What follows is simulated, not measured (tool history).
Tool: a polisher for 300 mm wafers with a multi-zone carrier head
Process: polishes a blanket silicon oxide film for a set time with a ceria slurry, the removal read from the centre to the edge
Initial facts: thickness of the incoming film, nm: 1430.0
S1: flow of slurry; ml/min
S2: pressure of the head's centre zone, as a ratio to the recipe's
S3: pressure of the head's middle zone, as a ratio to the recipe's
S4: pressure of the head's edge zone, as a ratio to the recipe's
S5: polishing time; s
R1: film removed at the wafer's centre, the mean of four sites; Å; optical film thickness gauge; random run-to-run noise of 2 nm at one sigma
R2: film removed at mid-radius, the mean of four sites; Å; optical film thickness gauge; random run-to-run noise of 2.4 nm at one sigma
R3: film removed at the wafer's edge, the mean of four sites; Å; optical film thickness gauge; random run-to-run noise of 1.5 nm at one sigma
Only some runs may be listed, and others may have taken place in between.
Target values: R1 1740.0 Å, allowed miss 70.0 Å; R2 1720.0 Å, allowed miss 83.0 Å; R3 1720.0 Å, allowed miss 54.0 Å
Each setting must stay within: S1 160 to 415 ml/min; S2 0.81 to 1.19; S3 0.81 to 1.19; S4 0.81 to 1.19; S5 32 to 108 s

run  hour   S1    S2    S3    S4  S5      R1      R2      R3
  1   0.0  265  1.00  1.00  1.00  70  2921.2  2942.2  2843.6
  2   3.4  265  0.99  0.99  0.99  67  2810.5  2874.1  2760.7
  3   7.2  265  0.92  0.99  0.99  67  2683.1  2867.8  2708.3
  4  15.1  265  0.85  0.99  0.99  67  2438.5  2818.2  2738.2
  5  23.1  265  0.85  0.99  0.99  60  2231.2  2515.3  2456.3
  6  27.3  265  0.85  0.98  0.98  58  2128.4  2434.7  2332.3
  7  34.6  260  0.86  0.96  0.97  56  2053.6  2320.2  2252.8
  8  35.2  260  0.87  0.95  0.96  55  2041.9  2183.1  2214.1
     37.0  -- edge zone pressure recalibrated
  9  37.0  260  0.88  0.95  0.95  54  2040.9  2225.9  2272.1
 10  40.0  260  0.89  0.95  0.97  52  1968.2  2160.1  2152.3
 11  45.3  260  0.90  0.95  0.96  50  1906.5  2065.6  2125.9
 12  50.5  260  0.93  0.96  0.94  48  1888.1  1994.8  2021.2
 13  51.3  240  0.96  0.91  0.84  41  1629.0  1587.5  1635.0
 14  54.0  245  0.96  0.91  0.84  41  1690.7  1604.3  1618.2
 15  60.6  250  0.96  0.91  0.85  41  1634.3  1613.8  1617.7
 16  65.4  250  0.96  0.91  0.86  41  1667.4  1602.2  1647.0

Which one of the following 4 next-run settings gets every result inside its allowed miss? There is exactly one.
  A  70.2  265  1.02  0.98  0.81  41   ?   ?   ?
  B  70.2  260  0.91  0.97  0.93  41   ?   ?   ?
  C  70.2  195  1.02  0.97  0.92  43   ?   ?   ?
  D  70.2  275  1.01  0.97  0.81  41   ?   ?   ?

move      R1      R2      R3
   A  1762.6  1755.4  1622.0
   B  1599.0  1736.9  1711.7
   C  1758.8  1745.5  1731.7
   D  1756.5  1748.0  1627.6
A: corrects the largest miss of the last run, while another result sits out of spec
B: corrects the largest miss of the last run, while another result sits out of spec
C: in spec on every target
D: corrects the largest miss of the last run, while another result sits out of spec
The move that meets every target is C.
